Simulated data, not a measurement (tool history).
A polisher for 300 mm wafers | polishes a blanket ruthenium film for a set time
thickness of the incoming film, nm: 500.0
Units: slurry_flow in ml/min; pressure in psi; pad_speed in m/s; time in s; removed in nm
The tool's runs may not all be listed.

| run | hour | slurry_flow | pressure | pad_speed | time | removed |
|---|---|---|---|---|---|---|
| 1 | 0.0 | 200 | 2.7 | 0.80 | 33 | 48.383 |
| 2 | 3.7 | 200 | 3.1 | 0.80 | 33 | 54.839 |
| 3 | 11.8 | 200 | 3.1 | 0.68 | 33 | 46.788 |
| 4 | 14.6 | 195 | 2.8 | 0.68 | 33 | 42.559 |
| 5 | 16.7 | 195 | 2.8 | 0.88 | 33 | 53.647 |
| 6 | 21.7 | 190 | 2.5 | 0.88 | 33 | 49.314 |
| 7 | 29.2 | 185 | 2.3 | 0.86 | 33 | 45.094 |
| 8 | 32.7 | 185 | 2.1 | 0.84 | 33 | 39.947 |

Run 9 comes next. What will it give?
|  | 40.5 | head pressure recalibrated |
| 9 | 40.5 | 185 | 2.0 | 0.84 | 33 | ? |

Run 9 gave removed 36.090 nm.
